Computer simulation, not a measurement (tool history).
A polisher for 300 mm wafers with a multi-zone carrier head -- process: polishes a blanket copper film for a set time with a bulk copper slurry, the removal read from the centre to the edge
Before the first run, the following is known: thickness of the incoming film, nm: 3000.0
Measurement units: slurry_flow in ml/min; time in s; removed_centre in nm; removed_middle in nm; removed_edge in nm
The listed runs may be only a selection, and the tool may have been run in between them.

| run | hour | slurry_flow | centre_zone | middle_zone | edge_zone | slurry_solids | time | removed_centre | removed_middle | removed_edge |
|---|---|---|---|---|---|---|---|---|---|---|
| 1 | 0.0 | 185 | 1.00 | 1.00 | 1.00 | 1.00 | 50 | 607.99 | 612.76 | 629.37 |
| 2 | 4.0 | 185 | 1.00 | 1.00 | 1.00 | 1.00 | 43 | 522.96 | 514.27 | 541.88 |
| 3 | 10.5 | 195 | 1.04 | 1.03 | 1.02 | 1.10 | 44 | 579.24 | 572.16 | 562.08 |
| 4 | 11.7 | 195 | 1.04 | 1.03 | 1.02 | 1.10 | 39 | 512.45 | 490.05 | 510.98 |
| 5 | 14.0 | 195 | 1.08 | 1.03 | 1.02 | 1.10 | 39 | 528.03 | 510.61 | 492.95 |
| 6 | 17.0 | 205 | 1.09 | 1.03 | 1.04 | 1.20 | 41 | 581.08 | 550.60 | 546.21 |
| 7 | 21.7 | 215 | 1.11 | 1.04 | 1.06 | 1.25 | 42 | 602.99 | 571.55 | 567.06 |
| 8 | 28.9 | 220 | 1.13 | 1.05 | 1.07 | 1.30 | 44 | 662.33 | 609.02 | 591.78 |
| 9 | 33.0 | 225 | 1.13 | 1.07 | 1.08 | 1.35 | 45 | 675.81 | 626.12 | 614.70 |
| 10 | 35.0 | 225 | 1.13 | 1.07 | 1.08 | 1.35 | 45 | 689.07 | 643.63 | 634.17 |
| 11 | 42.8 | 235 | 1.14 | 1.09 | 1.09 | 1.40 | 45 | 697.16 | 633.15 | 632.35 |
| 12 | 44.9 | 220 | 1.14 | 1.10 | 1.09 | 1.40 | 47 | 729.32 | 681.34 | 655.19 |
| 13 | 50.6 | 220 | 1.14 | 1.11 | 1.10 | 1.40 | 47 | 730.39 | 694.06 | 672.28 |
| 14 | 51.4 | 220 | 1.15 | 1.12 | 1.11 | 1.40 | 47 | 735.17 | 669.00 | 667.91 |
| 15 | 54.7 | 220 | 1.15 | 1.13 | 1.10 | 1.40 | 48 | 743.08 | 693.51 | 667.11 |
| 16 | 59.3 | 220 | 1.15 | 1.13 | 1.10 | 1.40 | 48 | 739.39 | 706.31 | 673.16 |
| 17 | 60.0 | 220 | 1.16 | 1.14 | 1.11 | 1.40 | 48 | 751.74 | 707.97 | 685.48 |
| 18 | 68.8 | 220 | 1.17 | 1.15 | 1.11 | 1.40 | 48 | 764.13 | 713.05 | 684.92 |

What does the tool deliver on the next run?
| 19 | 74.9 | 220 | 1.17 | 1.16 | 1.11 | 1.40 | 48 | ? | ? | ? |

{"run 19": {"removed_centre": 747.21, "removed_middle": 719.42, "removed_edge": 672.41}}
